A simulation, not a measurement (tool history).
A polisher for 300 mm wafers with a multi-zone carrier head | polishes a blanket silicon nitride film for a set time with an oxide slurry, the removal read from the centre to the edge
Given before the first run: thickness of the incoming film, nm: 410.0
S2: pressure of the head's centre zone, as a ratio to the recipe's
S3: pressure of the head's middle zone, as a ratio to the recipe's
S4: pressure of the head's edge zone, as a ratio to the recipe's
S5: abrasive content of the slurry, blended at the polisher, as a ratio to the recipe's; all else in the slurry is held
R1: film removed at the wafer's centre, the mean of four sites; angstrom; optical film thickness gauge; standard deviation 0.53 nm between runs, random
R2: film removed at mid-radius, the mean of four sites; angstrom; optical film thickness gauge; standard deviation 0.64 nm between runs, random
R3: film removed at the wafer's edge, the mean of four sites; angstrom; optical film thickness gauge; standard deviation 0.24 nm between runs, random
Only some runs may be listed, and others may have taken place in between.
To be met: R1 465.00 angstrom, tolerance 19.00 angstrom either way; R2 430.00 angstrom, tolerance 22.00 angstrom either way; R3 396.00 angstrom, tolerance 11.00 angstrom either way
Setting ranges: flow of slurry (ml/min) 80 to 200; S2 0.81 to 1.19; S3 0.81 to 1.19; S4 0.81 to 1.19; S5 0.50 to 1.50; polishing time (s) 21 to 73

{"run": 1, "day": 0.0, "flow of slurry (ml/min)": 130, "S2": 1.0, "S3": 1.0, "S4": 1.0, "S5": 1.0, "polishing time (s)": 47, "R1": 518.58, "R2": 515.53, "R3": 509.76}
{"run": 2, "day": 0.254, "flow of slurry (ml/min)": 130, "S2": 1.0, "S3": 0.97, "S4": 1.0, "S5": 1.0, "polishing time (s)": 47, "R1": 513.11, "R2": 509.99, "R3": 509.97}
{"run": 3, "day": 0.475, "flow of slurry (ml/min)": 125, "S2": 1.02, "S3": 0.97, "S4": 0.96, "S5": 0.95, "polishing time (s)": 47, "R1": 513.7, "R2": 497.06, "R3": 484.76}
{"run": 4, "day": 0.804, "flow of slurry (ml/min)": 125, "S2": 0.96, "S3": 0.97, "S4": 0.96, "S5": 0.95, "polishing time (s)": 47, "R1": 471.76, "R2": 469.19, "R3": 489.29}
{"run": 5, "day": 1.083, "flow of slurry (ml/min)": 120, "S2": 0.99, "S3": 0.98, "S4": 0.93, "S5": 0.9, "polishing time (s)": 47, "R1": 476.83, "R2": 476.56, "R3": 462.36}
{"run": 6, "day": 1.242, "flow of slurry (ml/min)": 115, "S2": 1.01, "S3": 0.97, "S4": 0.9, "S5": 0.85, "polishing time (s)": 47, "R1": 476.3, "R2": 456.69, "R3": 437.79}
{"run": 7, "day": 1.325, "flow of slurry (ml/min)": 110, "S2": 1.02, "S3": 0.97, "S4": 0.88, "S5": 0.85, "polishing time (s)": 47, "R1": 469.66, "R2": 450.65, "R3": 436.42}
{"run": 8, "day": 1.633, "flow of slurry (ml/min)": 105, "S2": 1.03, "S3": 0.97, "S4": 0.86, "S5": 0.8, "polishing time (s)": 47, "R1": 446.54, "R2": 429.48, "R3": 419.91}
{"run": 9, "day": 1.854, "flow of slurry (ml/min)": 110, "S2": 1.04, "S3": 0.97, "S4": 0.85, "S5": 0.8, "polishing time (s)": 47, "R1": 465.39, "R2": 449.5, "R3": 416.89}
{"run": 10, "day": 1.95, "flow of slurry (ml/min)": 110, "S2": 1.05, "S3": 0.96, "S4": 0.84, "S5": 0.8, "polishing time (s)": 47, "R1": 464.7, "R2": 428.15, "R3": 410.35}
{"run": 11, "day": 2.308, "flow of slurry (ml/min)": 110, "S2": 1.05, "S3": 0.96, "S4": 0.83, "S5": 0.8, "polishing time (s)": 47, "R1": 471.79, "R2": 425.27, "R3": 411.65}
{"run": 12, "day": 2.404, "flow of slurry (ml/min)": 110, "S2": 1.05, "S3": 0.97, "S4": 0.82, "S5": 0.8, "polishing time (s)": 47, "R1": 472.68, "R2": 430.18, "R3": 413.21}
{"run": 13, "day": 2.546, "flow of slurry (ml/min)": 110, "S2": 1.06, "S3": 0.98, "S4": 0.82, "S5": 0.8, "polishing time (s)": 47, "R1": 469.83, "R2": 439.64, "R3": 413.31}
{"run": 14, "day": 2.804, "flow of slurry (ml/min)": 110, "S2": 1.07, "S3": 0.98, "S4": 0.82, "S5": 0.8, "polishing time (s)": 47, "R1": 474.9, "R2": 440.34, "R3": 406.1}

Next run, 5 choices. One meets every target within its allowed miss, the rest don't. Which?
{"run": "A", "day": 3.062, "flow of slurry (ml/min)": 105, "S2": 0.98, "S3": 1.03, "S4": 0.86, "S5": 0.85, "polishing time (s)": 47, "R1": "?", "R2": "?", "R3": "?"}
{"run": "B", "day": 3.062, "flow of slurry (ml/min)": 150, "S2": 1.17, "S3": 0.95, "S4": 0.86, "S5": 0.8, "polishing time (s)": 43, "R1": "?", "R2": "?", "R3": "?"}
{"run": "C", "day": 3.062, "flow of slurry (ml/min)": 135, "S2": 1.05, "S3": 0.98, "S4": 0.82, "S5": 0.75, "polishing time (s)": 45, "R1": "?", "R2": "?", "R3": "?"}
{"run": "D", "day": 3.062, "flow of slurry (ml/min)": 105, "S2": 1.04, "S3": 1.01, "S4": 0.82, "S5": 0.8, "polishing time (s)": 48, "R1": "?", "R2": "?", "R3": "?"}
{"run": "E", "day": 3.062, "flow of slurry (ml/min)": 105, "S2": 1.01, "S3": 0.95, "S4": 0.83, "S5": 0.9, "polishing time (s)": 47, "R1": "?", "R2": "?", "R3": "?"}

move=A R1=439.36 R2=465.73 R3=422.36
move=B R1=518.66 R2=433.07 R3=401.46
move=C R1=461.22 R2=438.76 R3=393.37
move=D R1=464.15 R2=458.00 R3=411.65
move=E R1=463.74 R2=454.99 R3=426.20
A: further off than the last run
B: brings the result that was furthest off to its target, and leaves another outside
C: all results land within tolerance of their targets
D: further off than the last run
E: further off than the last run
Answer: C
